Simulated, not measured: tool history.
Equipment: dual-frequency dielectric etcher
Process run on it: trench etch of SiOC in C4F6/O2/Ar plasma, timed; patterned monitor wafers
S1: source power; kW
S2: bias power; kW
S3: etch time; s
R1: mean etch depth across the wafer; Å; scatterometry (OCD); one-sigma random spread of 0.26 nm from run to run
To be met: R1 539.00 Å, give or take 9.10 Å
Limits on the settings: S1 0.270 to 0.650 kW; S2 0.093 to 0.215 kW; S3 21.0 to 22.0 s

run	hour	S1	S2	S3	R1
1	0.0	0.460	0.154	21.0	486.06
2	5.2	0.460	0.167	21.0	501.39
3	13.6	0.460	0.167	21.0	498.32
4	20.1	0.480	0.168	21.0	508.07
5	23.4	0.480	0.168	21.0	509.00
6	31.3	0.480	0.168	21.0	505.56
7	35.5	0.500	0.169	21.0	519.68
8	42.6	0.510	0.169	21.0	518.67
9	46.6	0.520	0.170	21.0	523.33
10	54.5	0.530	0.171	21.0	525.37

Exactly one of the 4 candidate moves below puts every result within its allowed miss. Which one?
A	62.4	0.500	0.177	21.0	?
B	62.4	0.450	0.169	22.0	?
C	62.4	0.440	0.163	21.5	?
D	62.4	0.510	0.176	21.5	?

move	R1
A	520.55
B	518.55
C	497.89
D	535.96
A: misses by more than the last run did
B: misses by more than the last run did
C: misses by more than the last run did
D: every result within its allowed miss
The move that meets every target is D.
